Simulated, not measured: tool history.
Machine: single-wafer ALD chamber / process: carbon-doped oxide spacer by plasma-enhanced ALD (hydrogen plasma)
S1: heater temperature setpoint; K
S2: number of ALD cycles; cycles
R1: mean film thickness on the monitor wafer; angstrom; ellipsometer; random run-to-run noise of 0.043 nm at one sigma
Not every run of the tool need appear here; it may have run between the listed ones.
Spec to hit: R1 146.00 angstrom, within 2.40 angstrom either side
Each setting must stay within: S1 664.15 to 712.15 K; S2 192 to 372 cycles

run  hour      S1   S2      R1
  1   0.0  688.15  282  131.81
  2   3.1  686.15  284  134.40
  3  11.3  686.15  247  116.03
  4  14.8  681.15  247  118.16
     23.9  -- thermocouple changed; heater temperature recalibrated
  5  23.9  680.15  253  120.25
  6  33.1  680.15  231  109.67
  7  42.3  679.15  239  114.17
  8  44.2  678.15  246  117.72
  9  51.5  677.15  252  120.64
 10  56.6  676.15  258  124.33

Pick the move, out of 4, that brings all results within their allowed miss; only one does.
  A  61.7  674.15  316   ?
  B  61.7  669.15  301   ?
  C  61.7  679.15  318   ?
  D  61.7  671.15  292   ?

move      R1
   A  152.79
   B  145.53
   C  151.57
   D  141.18
A: moves the result that the last run missed by most past its target, out the other side
B: meets every target
C: moves the result that the last run missed by most past its target, out the other side
D: nearer the targets than the last run, but a result is still out of spec
Correct choice: B, which meets every target

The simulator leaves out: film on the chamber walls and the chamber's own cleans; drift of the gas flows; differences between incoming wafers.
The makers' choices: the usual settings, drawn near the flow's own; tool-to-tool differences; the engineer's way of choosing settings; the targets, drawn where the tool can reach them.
